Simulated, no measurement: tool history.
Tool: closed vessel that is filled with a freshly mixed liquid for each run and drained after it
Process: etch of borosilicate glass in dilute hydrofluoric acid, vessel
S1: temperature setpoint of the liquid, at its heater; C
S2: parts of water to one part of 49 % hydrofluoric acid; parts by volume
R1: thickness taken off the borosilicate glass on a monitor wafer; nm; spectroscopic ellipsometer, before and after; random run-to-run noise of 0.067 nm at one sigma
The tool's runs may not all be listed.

run 1 hour=0 | S1=25 S2=140 time_in_the_liquid_(s)=30 | R1=8.1406
run 2 hour=2.8 | S1=25 S2=105 time_in_the_liquid_(s)=30 | R1=11.274
run 3 hour=4.9 | S1=21.5 S2=105 time_in_the_liquid_(s)=30 | R1=9.7629
run 4 hour=13.4 | S1=24 S2=100 time_in_the_liquid_(s)=30 | R1=11.413
run 5 hour=17 | S1=26 S2=100 time_in_the_liquid_(s)=30 | R1=12.377
run 6 hour=18.9 | S1=27.5 S2=100 time_in_the_liquid_(s)=30 | R1=13.172
run 7 hour=27.2 | S1=28.5 S2=100 time_in_the_liquid_(s)=30 | R1=13.64
run 8 hour=35.5 | S1=29.5 S2=100 time_in_the_liquid_(s)=30 | R1=14.285
run 9 hour=41.1 | S1=30.5 S2=100 time_in_the_liquid_(s)=30 | R1=14.767
run 10 hour=44 | S1=31 S2=100 time_in_the_liquid_(s)=30 | R1=14.884
run 11 hour=46.9 | S1=31.5 S2=100 time_in_the_liquid_(s)=30 | R1=15.29

Run 12 is up next; what results do you expect?
run 12 hour=55.2 | S1=32 S2=100 time_in_the_liquid_(s)=30 | R1=?

{"run 12": {"R1": 15.54}}
